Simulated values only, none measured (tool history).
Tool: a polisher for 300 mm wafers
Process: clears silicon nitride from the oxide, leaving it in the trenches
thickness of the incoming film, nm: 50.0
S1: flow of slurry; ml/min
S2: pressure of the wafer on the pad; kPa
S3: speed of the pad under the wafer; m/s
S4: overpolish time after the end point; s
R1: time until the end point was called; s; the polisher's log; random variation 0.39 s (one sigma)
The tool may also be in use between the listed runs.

{"run": 1, "hour": 0.0, "S1": 165, "S2": 19.3, "S3": 0.78, "S4": 11, "R1": 62.47}
{"run": 2, "hour": 5.7, "S1": 165, "S2": 19.3, "S3": 0.78, "S4": 9, "R1": 60.951}
{"run": 3, "hour": 12.2, "S1": 165, "S2": 19.3, "S3": 0.58, "S4": 9, "R1": 76.355}
{"run": 4, "hour": 14.9, "S1": 165, "S2": 19.3, "S3": 0.42, "S4": 9, "R1": 92.495}
{"run": 5, "hour": 15.6, "S1": 170, "S2": 22.1, "S3": 0.46, "S4": 9, "R1": 77.71}
{"run": 6, "hour": 20.0, "S1": 175, "S2": 24.1, "S3": 0.5, "S4": 9, "R1": 70.092}
{"run": 7, "hour": 21.3, "S1": 175, "S2": 25.5, "S3": 0.56, "S4": 9, "R1": 61.907}

Run 8 comes next. What will it give?
{"run": 8, "hour": 24.4, "S1": 175, "S2": 26.9, "S3": 0.6, "S4": 9, "R1": "?"}

R1: 57.335 s
